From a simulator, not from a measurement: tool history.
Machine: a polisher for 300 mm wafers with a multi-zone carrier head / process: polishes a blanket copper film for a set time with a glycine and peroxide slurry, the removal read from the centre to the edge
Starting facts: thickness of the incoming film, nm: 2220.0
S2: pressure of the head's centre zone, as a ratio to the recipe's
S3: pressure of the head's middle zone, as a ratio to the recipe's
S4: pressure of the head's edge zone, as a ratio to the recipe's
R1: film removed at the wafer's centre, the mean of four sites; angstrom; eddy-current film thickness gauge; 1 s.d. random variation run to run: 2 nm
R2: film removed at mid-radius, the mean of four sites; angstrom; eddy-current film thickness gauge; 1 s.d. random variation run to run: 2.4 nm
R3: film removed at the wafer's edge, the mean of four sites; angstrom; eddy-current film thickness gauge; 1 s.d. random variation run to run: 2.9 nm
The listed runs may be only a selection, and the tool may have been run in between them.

Run 1, hour 0: flow of slurry (ml/min) 280, S2 1, S3 1, S4 1, polishing time (s) 41. Result: R1 2193.6 angstrom, R2 2200.7 angstrom, R3 2223.6 angstrom.
Run 2, hour 4.4: flow of slurry (ml/min) 280, S2 1, S3 1.05, S4 1, polishing time (s) 41. Result: R1 2214.2 angstrom, R2 2292.1 angstrom, R3 2220.8 angstrom.
Run 3, hour 5: flow of slurry (ml/min) 280, S2 1, S3 1.05, S4 1, polishing time (s) 36. Result: R1 1927.4 angstrom, R2 2020.8 angstrom, R3 1911 angstrom.
Run 4, hour 12.3: flow of slurry (ml/min) 280, S2 1, S3 1.05, S4 1, polishing time (s) 43. Result: R1 2348.6 angstrom, R2 2427.3 angstrom, R3 2319.3 angstrom.
Run 5, hour 16.2: flow of slurry (ml/min) 280, S2 0.99, S3 1.06, S4 1, polishing time (s) 43. Result: R1 2312.1 angstrom, R2 2487.6 angstrom, R3 2345.1 angstrom.
Run 6, hour 22.6: flow of slurry (ml/min) 280, S2 0.99, S3 1.06, S4 1.06, polishing time (s) 43. Result: R1 2292.6 angstrom, R2 2467.5 angstrom, R3 2369.4 angstrom.
Run 7, hour 23.3: flow of slurry (ml/min) 280, S2 0.98, S3 1.07, S4 1.06, polishing time (s) 43. Result: R1 2321.7 angstrom, R2 2508.8 angstrom, R3 2357.3 angstrom.

The next listed run, before its measurement:
Run 8, hour 29.1: flow of slurry (ml/min) 260, S2 0.88, S3 1.14, S4 1.03, polishing time (s) 42. Result: R1 ?, R2 ?, R3 ?.

{"run 8": {"R1": 1999, "R2": 2571.4, "R3": 2249.1}}

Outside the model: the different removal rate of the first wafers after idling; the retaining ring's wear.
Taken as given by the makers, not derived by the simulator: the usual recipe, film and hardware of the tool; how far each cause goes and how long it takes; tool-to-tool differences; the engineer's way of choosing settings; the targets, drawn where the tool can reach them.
